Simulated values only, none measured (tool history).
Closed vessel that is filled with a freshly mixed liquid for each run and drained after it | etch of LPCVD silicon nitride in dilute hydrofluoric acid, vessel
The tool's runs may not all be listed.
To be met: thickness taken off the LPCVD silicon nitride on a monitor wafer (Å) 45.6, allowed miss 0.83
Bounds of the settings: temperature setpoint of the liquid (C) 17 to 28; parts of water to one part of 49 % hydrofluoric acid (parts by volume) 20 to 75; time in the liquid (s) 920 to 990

run	hour	temperature setpoint of the liquid (C)	parts of water to one part of 49 % hydrofluoric acid (parts by volume)	time in the liquid (s)	thickness taken off the LPCVD silicon nitride on a monitor wafer (Å)
1	0	20	45	920	73.345
2	6.7	19	50	920	62.232
3	16.2	19	50	990	66.549
4	19.6	18.5	55	990	58.78
5	20.9	18.5	55	920	54.662
6	28.5	18	55	920	52.875
7	33.4	18	55	920	52.675
8	35.3	17.5	55	920	51.108
9	43.9	17	55	920	48.675

Which of these 4 next moves meets every target?
A	52.5	17	65	965	?
B	52.5	17.5	65	920	?
C	52.5	17	60	925	?
D	52.5	17.5	60	985	?

move	thickness taken off the LPCVD silicon nitride on a monitor wafer (Å)
A	43.432
B	42.895
C	44.99
D	49.634
A: takes the result that was furthest off past its target
B: takes the result that was furthest off past its target
C: meets every target
D: further off than the last run
Answer: C
